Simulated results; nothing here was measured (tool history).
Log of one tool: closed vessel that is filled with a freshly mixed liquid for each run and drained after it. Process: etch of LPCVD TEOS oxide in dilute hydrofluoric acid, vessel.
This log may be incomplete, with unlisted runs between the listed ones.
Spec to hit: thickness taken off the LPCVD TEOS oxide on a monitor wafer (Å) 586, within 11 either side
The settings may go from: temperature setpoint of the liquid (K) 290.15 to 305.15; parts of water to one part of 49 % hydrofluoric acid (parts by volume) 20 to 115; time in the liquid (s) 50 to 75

run	hour	temperature setpoint of the liquid (K)	parts of water to one part of 49 % hydrofluoric acid (parts by volume)	time in the liquid (s)	thickness taken off the LPCVD TEOS oxide on a monitor wafer (Å)
1	0	297.15	65	75	202.65
2	8.7	299.65	50	75	295.03
3	14.5	301.15	40	75	397.54
4	19.8	301.15	40	75	401.32
5	23.6	301.15	40	75	398.27
6	26.5	303.65	40	75	438.72
7	32.4	304.15	35	75	520.68
8	39.5	304.65	35	75	527.68
9	48.8	305.15	35	75	540.49
10	51.9	305.15	30	75	634.76
11	55.7	302.65	30	75	572.65

Exactly one of the 4 candidate moves below puts every result within its allowed miss. Which one?
A	59.5	303.15	30	75	?
B	59.5	305.15	25	55	?
C	59.5	301.15	25	70	?
D	59.5	302.65	30	70	?

move	thickness taken off the LPCVD TEOS oxide on a monitor wafer (Å)
A	580.25
B	557.51
C	604.06
D	530.82
A: all results land within tolerance of their targets
B: further off than the last run
C: takes the result that was furthest off past its target
D: further off than the last run
The right move is A.

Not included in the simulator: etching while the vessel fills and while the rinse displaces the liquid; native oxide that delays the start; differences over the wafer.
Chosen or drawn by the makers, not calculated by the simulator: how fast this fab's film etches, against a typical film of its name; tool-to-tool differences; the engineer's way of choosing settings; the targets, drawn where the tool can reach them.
